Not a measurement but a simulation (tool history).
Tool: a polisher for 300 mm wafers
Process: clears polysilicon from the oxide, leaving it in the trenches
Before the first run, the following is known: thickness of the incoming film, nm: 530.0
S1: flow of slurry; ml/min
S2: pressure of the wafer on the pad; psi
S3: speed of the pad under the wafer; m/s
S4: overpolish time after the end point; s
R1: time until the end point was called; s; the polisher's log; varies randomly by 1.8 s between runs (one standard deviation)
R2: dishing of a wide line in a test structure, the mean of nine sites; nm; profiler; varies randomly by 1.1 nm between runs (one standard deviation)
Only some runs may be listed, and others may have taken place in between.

run 1 hour=0.0 | S1=205 S2=3.1 S3=0.86 S4=12 | R1=43.617 R2=50.435
run 2 hour=6.9 | S1=205 S2=3.1 S3=0.86 S4=15 | R1=43.221 R2=52.762
run 3 hour=15.0 | S1=200 S2=2.6 S3=0.76 S4=15 | R1=57.767 R2=49.157
run 4 hour=19.2 | S1=200 S2=2.1 S3=0.76 S4=15 | R1=69.157 R2=49.008
run 5 hour=27.8 | S1=200 S2=1.9 S3=0.70 S4=15 | R1=80.196 R2=44.323
run 6 hour=30.5 | S1=195 S2=1.8 S3=0.66 S4=17 | R1=94.412 R2=44.978

Forecast run 7:
run 7 hour=36.0 | S1=195 S2=1.7 S3=0.66 S4=18 | R1=? R2=?

{"run 7": {"R1": 99.145, "R2": 45.271}}
